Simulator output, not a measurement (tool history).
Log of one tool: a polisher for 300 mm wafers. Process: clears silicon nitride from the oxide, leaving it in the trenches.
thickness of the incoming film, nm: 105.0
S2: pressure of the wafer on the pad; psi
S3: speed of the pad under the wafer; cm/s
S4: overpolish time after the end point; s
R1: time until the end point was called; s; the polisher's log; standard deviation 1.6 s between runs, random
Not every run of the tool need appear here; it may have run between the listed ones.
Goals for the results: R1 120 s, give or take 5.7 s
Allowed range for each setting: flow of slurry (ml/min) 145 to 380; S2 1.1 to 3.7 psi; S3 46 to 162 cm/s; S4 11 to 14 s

Run 1, hour 0: flow of slurry (ml/min) 245, S2 2.4 psi, S3 104 cm/s, S4 14 s. Result: R1 155.88 s.
Run 2, hour 7.3: flow of slurry (ml/min) 245, S2 2.4 psi, S3 104 cm/s, S4 14 s. Result: R1 159.98 s.
Run 3, hour 8.2: flow of slurry (ml/min) 245, S2 2.4 psi, S3 124 cm/s, S4 14 s. Result: R1 133.1 s.
Run 4, hour 16.2: flow of slurry (ml/min) 245, S2 2.4 psi, S3 110 cm/s, S4 14 s. Result: R1 151.14 s.
Run 5, hour 17.6: flow of slurry (ml/min) 245, S2 2.4 psi, S3 110 cm/s, S4 11 s. Result: R1 149.72 s.
Run 6, hour 20.1: flow of slurry (ml/min) 245, S2 2.5 psi, S3 110 cm/s, S4 11 s. Result: R1 141.41 s.
Run 7, hour 22.2: flow of slurry (ml/min) 245, S2 2.6 psi, S3 110 cm/s, S4 11 s. Result: R1 138.86 s.
Run 8, hour 23: flow of slurry (ml/min) 245, S2 2.7 psi, S3 110 cm/s, S4 11 s. Result: R1 133.12 s.
Run 9, hour 28.9: flow of slurry (ml/min) 245, S2 2.8 psi, S3 110 cm/s, S4 11 s. Result: R1 132.31 s.

Consider the 4 candidate settings below. Which is the only one whose results all fall within their allowed miss of target?
Run A, hour 34.8: flow of slurry (ml/min) 195, S2 3.6 psi, S3 114 cm/s, S4 12 s. Result: R1 ?.
Run B, hour 34.8: flow of slurry (ml/min) 255, S2 2.3 psi, S3 124 cm/s, S4 13 s. Result: R1 ?.
Run C, hour 34.8: flow of slurry (ml/min) 240, S2 2.8 psi, S3 106 cm/s, S4 12 s. Result: R1 ?.
Run D, hour 34.8: flow of slurry (ml/min) 240, S2 2.9 psi, S3 122 cm/s, S4 14 s. Result: R1 ?.

move      R1
   A  108.83
   B  140.81
   C  137.49
   D  119.86
A: carries the result that was furthest off beyond its target, to the other side
B: its largest miss is bigger than the last run's
C: its largest miss is bigger than the last run's
D: every result within its allowed miss
Answer: D

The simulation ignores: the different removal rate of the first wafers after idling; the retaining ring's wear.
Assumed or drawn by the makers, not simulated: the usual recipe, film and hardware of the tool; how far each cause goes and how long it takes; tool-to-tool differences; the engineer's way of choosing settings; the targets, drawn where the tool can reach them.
